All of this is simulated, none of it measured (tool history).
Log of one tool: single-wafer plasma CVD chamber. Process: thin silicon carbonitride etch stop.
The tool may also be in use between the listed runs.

| run | hour | RF power (kW) | deposition time (s) | mean film thickness on the monitor wafer (nm) |
|---|---|---|---|---|
| 1 | 0.0 | 0.230 | 14.0 | 8.9429 |
| 2 | 2.0 | 0.210 | 14.0 | 8.7290 |
| 3 | 6.3 | 0.210 | 15.1 | 9.3196 |
| 4 | 7.4 | 0.200 | 14.1 | 8.5394 |
| 5 | 15.5 | 0.215 | 14.1 | 8.7963 |
| 6 | 18.7 | 0.215 | 15.9 | 9.9805 |

Forecast run 7:
| 7 | 24.9 | 0.200 | 14.8 | ? |

Run 7 gave mean film thickness on the monitor wafer (nm) 8.9911.
